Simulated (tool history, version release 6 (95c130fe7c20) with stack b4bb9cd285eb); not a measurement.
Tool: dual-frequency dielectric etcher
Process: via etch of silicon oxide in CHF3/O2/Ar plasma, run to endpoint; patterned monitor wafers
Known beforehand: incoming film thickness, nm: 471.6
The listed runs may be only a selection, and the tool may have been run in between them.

run  hour  source power (kW)  bias power (kW)  endpoint time (s)
  1   0.0              0.490            0.233             222.38
  2   1.3              0.450            0.233             229.53
  3   2.6              0.450            0.200             238.78
  4  11.3              0.500            0.205             226.90
  5  14.8              0.500            0.182             234.50
  6  15.7              0.420            0.182             252.07

Forecast run 7:
  7  24.6              0.480            0.187                  ?

endpoint time (s): 235.60

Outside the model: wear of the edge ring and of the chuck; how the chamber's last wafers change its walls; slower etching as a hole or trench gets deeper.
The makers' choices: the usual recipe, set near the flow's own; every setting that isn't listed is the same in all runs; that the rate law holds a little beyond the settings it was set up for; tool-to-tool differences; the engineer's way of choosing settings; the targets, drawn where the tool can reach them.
